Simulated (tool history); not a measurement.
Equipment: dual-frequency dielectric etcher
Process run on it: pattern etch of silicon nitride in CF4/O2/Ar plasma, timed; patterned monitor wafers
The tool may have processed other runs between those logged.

run  hour  source power (kW)  bias power (kW)  Ar flow (sccm)  CF4 flow (sccm)  etch time (s)  mean etch depth across the wafer (Å)
  1   0.0              0.530            0.037             122              112           11.5                                216.16
  2   5.6              0.530            0.037             122              112           11.5                                215.76
  3   6.4              0.550            0.037             122              112           11.5                                222.45
  4  14.3              0.570            0.037             122              112           11.5                                227.95
  5  19.9              0.630            0.037             122              112           11.5                                243.72
  6  26.7              0.690            0.037             122              112           11.5                                257.65

Predict the results of run 7:
  7  34.8              0.690            0.037             122              112           11.5                                     ?

mean etch depth across the wafer (Å): 257.85

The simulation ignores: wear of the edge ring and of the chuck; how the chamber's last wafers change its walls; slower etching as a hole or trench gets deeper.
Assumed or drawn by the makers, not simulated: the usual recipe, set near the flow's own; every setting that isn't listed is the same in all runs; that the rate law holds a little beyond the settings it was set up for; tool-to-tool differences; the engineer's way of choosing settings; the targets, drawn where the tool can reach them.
